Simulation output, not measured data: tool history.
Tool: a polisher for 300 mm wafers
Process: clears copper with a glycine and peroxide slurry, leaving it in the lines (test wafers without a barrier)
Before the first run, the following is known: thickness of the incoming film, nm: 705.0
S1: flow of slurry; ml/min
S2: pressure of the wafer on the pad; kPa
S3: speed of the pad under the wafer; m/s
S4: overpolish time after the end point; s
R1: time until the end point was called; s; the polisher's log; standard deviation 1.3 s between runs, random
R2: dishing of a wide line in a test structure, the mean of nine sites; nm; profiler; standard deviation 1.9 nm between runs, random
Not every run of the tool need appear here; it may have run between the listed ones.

Run 1, hour 0: S1 175 ml/min, S2 13.8 kPa, S3 1.04 m/s, S4 15 s. Result: R1 144.07 s, R2 42.776 nm.
Run 2, hour 4.4: S1 175 ml/min, S2 13.8 kPa, S3 1.26 m/s, S4 15 s. Result: R1 123.3 s, R2 45.569 nm.
Run 3, hour 7.4: S1 175 ml/min, S2 13.8 kPa, S3 1.14 m/s, S4 15 s. Result: R1 132.47 s, R2 47.66 nm.
Run 4, hour 12.9: S1 190 ml/min, S2 13.8 kPa, S3 1.14 m/s, S4 15 s. Result: R1 130.52 s, R2 46.878 nm.
Run 5, hour 15.4: S1 195 ml/min, S2 15.2 kPa, S3 1.16 m/s, S4 16 s. Result: R1 121.65 s, R2 52.237 nm.
Run 6, hour 20: S1 195 ml/min, S2 15.2 kPa, S3 1.16 m/s, S4 13 s. Result: R1 116.78 s, R2 41.829 nm.
Run 7, hour 27.1: S1 200 ml/min, S2 19.3 kPa, S3 1.24 m/s, S4 19 s. Result: R1 92.517 s, R2 64.253 nm.

Predict the results of run 8:
Run 8, hour 32.6: S1 200 ml/min, S2 20 kPa, S3 1.24 m/s, S4 20 s. Result: R1 ?, R2 ?.

R1: 92.86 s
R2: 71.364 nm
